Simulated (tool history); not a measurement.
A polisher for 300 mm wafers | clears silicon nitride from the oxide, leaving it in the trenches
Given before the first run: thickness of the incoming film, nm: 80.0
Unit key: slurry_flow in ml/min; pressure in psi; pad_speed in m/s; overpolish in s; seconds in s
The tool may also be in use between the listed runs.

Run 1, hour 0: slurry_flow 310 ml/min, pressure 3.5 psi, pad_speed 0.88 m/s, overpolish 7 s. Result: seconds 65.684 s.
Run 2, hour 6.3: slurry_flow 310 ml/min, pressure 3.8 psi, pad_speed 0.88 m/s, overpolish 7 s. Result: seconds 62.324 s.
Run 3, hour 14.3: slurry_flow 310 ml/min, pressure 4.2 psi, pad_speed 0.9 m/s, overpolish 7 s. Result: seconds 56.539 s.
Run 4, hour 16.8: slurry_flow 310 ml/min, pressure 4.5 psi, pad_speed 0.92 m/s, overpolish 7 s. Result: seconds 51.955 s.
Run 5, hour 19.9: slurry_flow 310 ml/min, pressure 4.5 psi, pad_speed 0.92 m/s, overpolish 7 s. Result: seconds 51.768 s.
Run 6, hour 24.2: slurry_flow 310 ml/min, pressure 4.5 psi, pad_speed 0.76 m/s, overpolish 7 s. Result: seconds 61.958 s.
Run 7, hour 25.4: slurry_flow 310 ml/min, pressure 4.7 psi, pad_speed 0.8 m/s, overpolish 7 s. Result: seconds 59.225 s.
Run 8, hour 32.7: slurry_flow 310 ml/min, pressure 4.9 psi, pad_speed 0.84 m/s, overpolish 7 s. Result: seconds 54.383 s.

Forecast run 9:
Run 9, hour 33.9: slurry_flow 310 ml/min, pressure 5 psi, pad_speed 0.86 m/s, overpolish 7 s. Result: seconds ?.

Run 9 measured seconds 51.206 s.

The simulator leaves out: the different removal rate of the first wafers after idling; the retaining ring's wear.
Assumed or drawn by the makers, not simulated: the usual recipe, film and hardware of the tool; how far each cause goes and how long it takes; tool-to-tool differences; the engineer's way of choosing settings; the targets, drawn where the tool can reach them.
